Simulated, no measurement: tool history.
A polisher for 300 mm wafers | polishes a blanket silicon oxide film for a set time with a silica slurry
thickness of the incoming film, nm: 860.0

run,hour,flow of slurry (ml/min),pressure of the wafer on the pad (kPa),speed of the pad under the wafer (m/s),abrasive content of the slurry,polishing time (s),film removed (nm)
1,0,240,34.5,0.94,1,26,64.497
2,7.1,285,34.5,0.94,1,26,68.021
3,9.5,285,34.5,0.76,1,26,60.086
4,11.3,300,39.3,0.76,1,26,69.702
5,14.8,300,39.3,0.76,0.8,26,60.601
6,19.8,310,44.1,0.78,0.8,26,70.311
7,26.7,315,47.6,0.8,0.8,26,76.069
8,29.5,320,49.6,0.84,0.8,26,82.71
9,32.2,320,51,0.88,0.8,26,85.457
10,33.7,320,52.4,0.92,0.8,26,88.906
11,42.6,325,53.1,0.96,0.8,26,91.916

Run 12 comes next. What will it give?
12,44.6,325,53.1,0.96,0.8,26,?

{"run 12": {"film removed (nm)": 93.242}}

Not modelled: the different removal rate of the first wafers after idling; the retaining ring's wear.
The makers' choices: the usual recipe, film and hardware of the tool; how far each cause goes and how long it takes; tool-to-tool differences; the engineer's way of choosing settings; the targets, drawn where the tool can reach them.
